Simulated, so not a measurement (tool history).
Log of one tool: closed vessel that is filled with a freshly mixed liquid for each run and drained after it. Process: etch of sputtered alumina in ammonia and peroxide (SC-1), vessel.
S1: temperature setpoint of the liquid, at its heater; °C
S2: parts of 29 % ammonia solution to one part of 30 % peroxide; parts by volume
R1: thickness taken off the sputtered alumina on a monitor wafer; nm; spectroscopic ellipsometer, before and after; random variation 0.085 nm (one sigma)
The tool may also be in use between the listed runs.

run 1 hour=0.0 | S1=51.0 S2=0.9 time_in_the_liquid_(s)=250 | R1=14.712
run 2 hour=6.2 | S1=51.0 S2=1.2 time_in_the_liquid_(s)=250 | R1=15.035
run 3 hour=7.8 | S1=51.0 S2=0.9 time_in_the_liquid_(s)=250 | R1=14.788
run 4 hour=8.4 | S1=50.5 S2=0.9 time_in_the_liquid_(s)=250 | R1=14.516
run 5 hour=11.2 | S1=50.5 S2=0.9 time_in_the_liquid_(s)=180 | R1=10.469
run 6 hour=17.6 | S1=51.0 S2=0.9 time_in_the_liquid_(s)=180 | R1=10.538
run 7 hour=26.3 | S1=51.5 S2=0.9 time_in_the_liquid_(s)=180 | R1=10.887
run 8 hour=30.7 | S1=51.5 S2=0.9 time_in_the_liquid_(s)=180 | R1=10.846
run 9 hour=38.3 | S1=52.5 S2=0.9 time_in_the_liquid_(s)=180 | R1=11.523
run 10 hour=41.1 | S1=53.0 S2=0.9 time_in_the_liquid_(s)=180 | R1=11.903

Forecast run 11:
-- hour=46.4 thermometer replaced
run 11 hour=46.4 | S1=53.5 S2=0.9 time_in_the_liquid_(s)=180 | R1=?

Run 11 gave R1 13.253 nm.
